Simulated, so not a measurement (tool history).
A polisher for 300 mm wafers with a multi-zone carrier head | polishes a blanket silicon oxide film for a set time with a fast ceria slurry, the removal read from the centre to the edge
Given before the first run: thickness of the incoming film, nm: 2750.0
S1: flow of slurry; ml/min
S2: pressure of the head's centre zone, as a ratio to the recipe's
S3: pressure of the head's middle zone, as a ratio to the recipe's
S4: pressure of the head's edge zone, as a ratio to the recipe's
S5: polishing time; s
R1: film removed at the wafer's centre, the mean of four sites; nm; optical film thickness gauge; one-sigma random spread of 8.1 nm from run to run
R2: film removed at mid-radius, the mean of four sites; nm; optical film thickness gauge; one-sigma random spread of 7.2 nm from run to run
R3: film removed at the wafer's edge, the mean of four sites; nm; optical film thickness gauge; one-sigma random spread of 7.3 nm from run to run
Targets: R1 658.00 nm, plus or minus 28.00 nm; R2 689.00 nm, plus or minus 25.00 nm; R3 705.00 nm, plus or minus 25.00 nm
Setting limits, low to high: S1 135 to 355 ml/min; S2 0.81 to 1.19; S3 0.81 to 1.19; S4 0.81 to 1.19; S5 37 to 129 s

run 1 hour=0.0 | S1=225 S2=1.00 S3=1.00 S4=1.00 S5=83 | R1=995.84 R2=995.45 R3=1041.70
run 2 hour=3.4 | S1=220 S2=0.98 S3=0.99 S4=0.97 S5=76 | R1=895.53 R2=928.46 R3=935.39
run 3 hour=9.1 | S1=220 S2=0.98 S3=0.95 S4=0.97 S5=76 | R1=872.89 R2=899.92 R3=930.44
run 4 hour=10.4 | S1=215 S2=0.98 S3=0.92 S4=0.95 S5=71 | R1=832.93 R2=802.57 R3=865.00
run 5 hour=12.1 | S1=215 S2=1.06 S3=0.92 S4=0.95 S5=71 | R1=880.29 R2=793.67 R3=856.81
run 6 hour=18.2 | S1=215 S2=1.06 S3=0.92 S4=0.91 S5=71 | R1=876.02 R2=812.50 R3=856.72
run 7 hour=26.2 | S1=210 S2=1.03 S3=0.91 S4=0.90 S5=67 | R1=815.49 R2=762.95 R3=809.89
run 8 hour=28.3 | S1=205 S2=1.00 S3=0.91 S4=0.89 S5=64 | R1=774.89 R2=726.17 R3=780.17
run 9 hour=33.0 | S1=205 S2=0.97 S3=0.92 S4=0.88 S5=62 | R1=706.20 R2=695.04 R3=741.13
run 10 hour=38.7 | S1=200 S2=0.96 S3=0.93 S4=0.86 S5=62 | R1=694.26 R2=696.94 R3=736.85
run 11 hour=41.8 | S1=200 S2=0.96 S3=0.93 S4=0.86 S5=62 | R1=704.25 R2=699.55 R3=729.61
run 12 hour=45.8 | S1=195 S2=0.95 S3=0.94 S4=0.85 S5=62 | R1=681.46 R2=710.52 R3=723.00

Exercise: of the 4 proposed moves below, exactly one satisfies all targets within the stated allowed misses. Which move is it?
run A hour=49.8 | S1=230 S2=0.95 S3=0.97 S4=0.85 S5=62 | R1=? R2=? R3=?
run B hour=49.8 | S1=170 S2=0.95 S3=0.97 S4=0.89 S5=61 | R1=? R2=? R3=?
run C hour=49.8 | S1=185 S2=0.92 S3=0.84 S4=0.86 S5=65 | R1=? R2=? R3=?
run D hour=49.8 | S1=215 S2=0.96 S3=1.01 S4=0.87 S5=61 | R1=? R2=? R3=?

move=A R1=703.86 R2=743.29 R3=741.69
move=B R1=654.61 R2=695.48 R3=713.46
move=C R1=686.91 R2=668.32 R3=762.12
move=D R1=692.52 R2=749.29 R3=729.38
A: moves away from the targets compared with the last run
B: every result lands within tolerance
C: brings the result that was furthest off to its target, and leaves another outside
D: moves away from the targets compared with the last run
So the answer is move B, the one that meets all the targets.
